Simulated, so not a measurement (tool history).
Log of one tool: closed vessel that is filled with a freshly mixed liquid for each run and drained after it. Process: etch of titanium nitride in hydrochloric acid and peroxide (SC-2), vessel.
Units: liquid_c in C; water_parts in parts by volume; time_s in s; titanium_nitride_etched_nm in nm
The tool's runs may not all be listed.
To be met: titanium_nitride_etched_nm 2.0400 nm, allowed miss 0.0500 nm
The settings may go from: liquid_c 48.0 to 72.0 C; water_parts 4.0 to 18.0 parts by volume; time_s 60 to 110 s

run	hour	liquid_c	water_parts	time_s	titanium_nitride_etched_nm
1	0.0	64.0	10.0	110	5.9380
2	2.8	60.0	10.5	110	4.4908
3	4.5	57.0	10.5	110	3.7072
4	6.7	55.0	10.5	110	3.2661
5	8.3	53.5	10.5	110	2.9616
6	15.2	53.5	8.0	110	3.7022
7	18.6	52.0	8.5	110	3.1618
8	19.3	51.0	9.0	110	2.8483
9	27.7	50.5	9.5	110	2.6306
10	30.1	50.0	9.5	110	2.5636
11	33.5	49.5	10.0	110	2.3706
12	42.5	49.0	10.0	110	2.2694

Which of these 4 next moves meets every target?
A	51.5	48.5	8.0	110	?
B	51.5	50.0	10.0	110	?
C	51.5	51.0	11.5	110	?
D	51.5	49.5	12.0	110	?

move	titanium_nitride_etched_nm
A	2.6699
B	2.4601
C	2.3370
D	2.0394
A: further off than the last run
B: further off than the last run
C: further off than the last run
D: meets every target
Answer: D

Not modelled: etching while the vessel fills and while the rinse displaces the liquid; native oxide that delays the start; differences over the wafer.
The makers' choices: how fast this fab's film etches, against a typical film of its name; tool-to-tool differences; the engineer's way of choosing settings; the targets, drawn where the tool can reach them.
